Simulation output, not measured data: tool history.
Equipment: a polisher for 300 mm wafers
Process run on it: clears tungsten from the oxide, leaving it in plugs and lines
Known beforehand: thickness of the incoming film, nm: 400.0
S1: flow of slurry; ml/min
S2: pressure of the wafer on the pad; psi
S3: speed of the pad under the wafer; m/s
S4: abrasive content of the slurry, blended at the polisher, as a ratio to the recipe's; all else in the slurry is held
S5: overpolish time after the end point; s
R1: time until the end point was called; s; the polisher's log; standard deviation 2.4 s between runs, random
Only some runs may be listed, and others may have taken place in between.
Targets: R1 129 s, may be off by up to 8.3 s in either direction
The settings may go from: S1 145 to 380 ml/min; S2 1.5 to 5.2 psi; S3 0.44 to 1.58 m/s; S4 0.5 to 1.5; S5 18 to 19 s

run  hour   S1   S2    S3  S4  S5      R1
  1     0  245  3.3     1   1  18  101.81
  2   6.8  290  3.3     1   1  18  97.427
  3  10.5  290  3.3     1   1  19  102.37
  4  12.5  290  3.3     1   1  18  98.034
  5  13.3  235  3.3     1   1  18  100.84
     14.8  -- worn pad replaced by a new one
  6  14.8  235  3.2     1   1  18  99.101
  7  16.5  235  3.1     1   1  18  100.03
  8  24.9  235    3  0.98   1  18  103.47
  9  29.5  235  2.9  0.96   1  18  106.11
 10  30.7  235  2.8  0.94   1  18   113.2
 11    32  235  2.7  0.94   1  18  119.19

Exactly one of the 4 candidate moves below puts every result within its allowed miss. Which one?
  A  33.3  255  2.9  0.96  0.95  19   ?
  B  33.3  205  3.5  0.78     1  18   ?
  C  33.3  240  3.3  0.78   0.5  19   ?
  D  33.3  350  2.5   1.1  0.95  19   ?

move      R1
   A   111.7
   B  113.52
   C  131.39
   D  110.87
A: moves away from the targets compared with the last run
B: moves away from the targets compared with the last run
C: each result inside its tolerance
D: moves away from the targets compared with the last run
So the answer is move C, the one that meets all the targets.

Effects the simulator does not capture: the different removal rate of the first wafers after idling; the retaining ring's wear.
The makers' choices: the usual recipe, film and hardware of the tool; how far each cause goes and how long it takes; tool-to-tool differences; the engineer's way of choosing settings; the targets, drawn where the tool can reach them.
